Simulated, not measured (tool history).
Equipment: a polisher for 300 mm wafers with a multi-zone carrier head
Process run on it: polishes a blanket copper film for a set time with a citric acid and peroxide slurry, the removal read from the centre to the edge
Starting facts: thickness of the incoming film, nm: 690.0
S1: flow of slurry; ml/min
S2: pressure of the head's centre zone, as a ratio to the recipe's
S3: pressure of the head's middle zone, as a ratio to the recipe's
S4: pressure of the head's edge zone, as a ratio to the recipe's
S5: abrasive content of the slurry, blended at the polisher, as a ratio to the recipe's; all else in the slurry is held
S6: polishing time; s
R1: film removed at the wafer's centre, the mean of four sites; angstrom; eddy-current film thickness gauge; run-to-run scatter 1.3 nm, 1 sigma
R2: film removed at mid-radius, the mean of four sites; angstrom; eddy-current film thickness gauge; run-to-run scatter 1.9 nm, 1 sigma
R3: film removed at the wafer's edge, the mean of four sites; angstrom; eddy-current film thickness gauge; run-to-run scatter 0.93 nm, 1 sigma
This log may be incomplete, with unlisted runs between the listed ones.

run,hour,S1,S2,S3,S4,S5,S6,R1,R2,R3
1,0.0,230,1.00,1.00,1.00,1.00,41,985.09,1046.8,1041.4
2,5.1,230,0.92,1.00,1.00,1.00,41,911.39,1040.6,1050.9
3,11.0,235,0.95,1.02,1.02,1.05,41,956.40,1051.4,1082.1
4,17.8,240,0.97,1.04,1.01,1.10,41,989.42,1076.6,1079.9
5,24.9,240,0.97,1.04,1.01,1.05,41,987.03,1066.1,1069.3
6,29.6,240,0.97,1.04,1.01,1.05,44,1037.00,1165.4,1134.5
7,34.4,240,0.97,1.04,1.01,1.05,44,1057.70,1148.5,1144.8
# hour 42.5: edge zone pressure recalibrated
8,42.5,245,0.98,1.06,1.01,1.10,44,1080.60,1179.1,1129.7

Run 9 is up next; what results do you expect?
9,49.0,250,0.98,1.07,1.02,1.15,44,?,?,?

Run 9 yielded R1 1078.80 angstrom, R2 1206.0 angstrom, R3 1145.4 angstrom.

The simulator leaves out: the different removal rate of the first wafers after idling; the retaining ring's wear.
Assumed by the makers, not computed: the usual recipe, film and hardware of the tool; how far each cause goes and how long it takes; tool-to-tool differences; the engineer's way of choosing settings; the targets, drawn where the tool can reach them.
